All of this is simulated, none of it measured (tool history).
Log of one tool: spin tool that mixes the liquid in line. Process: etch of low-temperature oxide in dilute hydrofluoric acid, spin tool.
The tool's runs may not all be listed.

run	hour	temperature setpoint of the liquid (°C)	parts of water to one part of 49 % hydrofluoric acid (parts by volume)	time under the liquid (s)	thickness taken off the low-temperature oxide on a monitor wafer (Å)
1	0	23	75	40	138.42
2	8.2	23	75	40	138.01
3	16.6	24.5	75	40	146.11
4	21.4	24.5	100	40	106.51
5	23.6	25.5	100	40	109.66
6	24.2	26	100	40	111.47
7	32.1	26.5	100	40	112.95
8	35.4	27	95	40	121.79

Estimate the outcome of run 9 from the log above:
9	40.1	27.5	95	40	?

{"run 9": {"thickness taken off the low-temperature oxide on a monitor wafer (Å)": 125.64}}
